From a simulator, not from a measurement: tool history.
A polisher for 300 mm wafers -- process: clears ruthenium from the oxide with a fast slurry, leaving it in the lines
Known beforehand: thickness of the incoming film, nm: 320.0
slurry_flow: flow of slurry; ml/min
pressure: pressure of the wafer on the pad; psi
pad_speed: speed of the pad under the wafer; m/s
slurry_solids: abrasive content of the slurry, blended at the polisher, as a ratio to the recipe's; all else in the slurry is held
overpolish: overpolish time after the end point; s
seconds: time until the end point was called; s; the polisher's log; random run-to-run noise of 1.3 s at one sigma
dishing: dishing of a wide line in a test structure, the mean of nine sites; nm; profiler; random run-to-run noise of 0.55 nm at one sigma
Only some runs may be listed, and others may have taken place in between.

run,hour,slurry_flow,pressure,pad_speed,slurry_solids,overpolish,seconds,dishing
1,0.0,210,2.8,1.06,1.0,20,67.281,47.303
2,6.0,165,2.8,1.06,1.0,20,70.770,46.676
3,15.0,160,2.4,1.02,1.0,20,84.200,42.573
4,16.3,155,2.1,0.98,1.0,21,95.840,40.356
5,21.0,155,2.1,0.98,1.1,21,90.025,42.625
6,28.6,150,1.9,0.92,1.1,21,105.210,39.589

Estimate the outcome of run 7 from the log above:
7,30.5,150,1.7,0.90,1.1,21,?,?

seconds: 115.390 s
dishing: 37.343 nm
